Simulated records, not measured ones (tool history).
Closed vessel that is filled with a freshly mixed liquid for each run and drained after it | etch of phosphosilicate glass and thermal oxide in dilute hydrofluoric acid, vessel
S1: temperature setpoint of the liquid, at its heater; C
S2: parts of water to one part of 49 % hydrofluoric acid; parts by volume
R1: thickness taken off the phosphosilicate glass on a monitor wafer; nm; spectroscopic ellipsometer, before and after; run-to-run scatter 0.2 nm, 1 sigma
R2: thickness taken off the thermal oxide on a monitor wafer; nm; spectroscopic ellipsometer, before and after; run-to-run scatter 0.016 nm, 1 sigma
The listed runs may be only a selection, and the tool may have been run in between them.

{"run": 1, "day": 0.0, "S1": 24.0, "S2": 75, "time in the liquid (s)": 60, "R1": 87.697, "R2": 4.2311}
{"run": 2, "day": 0.217, "S1": 23.0, "S2": 80, "time in the liquid (s)": 60, "R1": 77.897, "R2": 3.8325}
{"run": 3, "day": 0.592, "S1": 22.5, "S2": 85, "time in the liquid (s)": 60, "R1": 71.828, "R2": 3.4592}
{"run": 4, "day": 0.838, "S1": 22.5, "S2": 110, "time in the liquid (s)": 60, "R1": 53.722, "R2": 2.599}
{"run": 5, "day": 0.971, "S1": 22.5, "S2": 125, "time in the liquid (s)": 60, "R1": 46.235, "R2": 2.2101}
{"run": 6, "day": 1.242, "S1": 22.5, "S2": 125, "time in the liquid (s)": 80, "R1": 61.804, "R2": 2.997}
{"run": 7, "day": 1.388, "S1": 22.0, "S2": 125, "time in the liquid (s)": 80, "R1": 61.043, "R2": 2.9353}
{"run": 8, "day": 1.475, "S1": 21.5, "S2": 125, "time in the liquid (s)": 80, "R1": 60.197, "R2": 2.8582}
{"run": 9, "day": 1.708, "S1": 20.5, "S2": 135, "time in the liquid (s)": 75, "R1": 49.382, "R2": 2.3656}

What does the tool deliver on the next run?
{"run": 10, "day": 1.808, "S1": 20.0, "S2": 135, "time in the liquid (s)": 75, "R1": "?", "R2": "?"}

{"run 10": {"R1": 48.575, "R2": 2.3138}}

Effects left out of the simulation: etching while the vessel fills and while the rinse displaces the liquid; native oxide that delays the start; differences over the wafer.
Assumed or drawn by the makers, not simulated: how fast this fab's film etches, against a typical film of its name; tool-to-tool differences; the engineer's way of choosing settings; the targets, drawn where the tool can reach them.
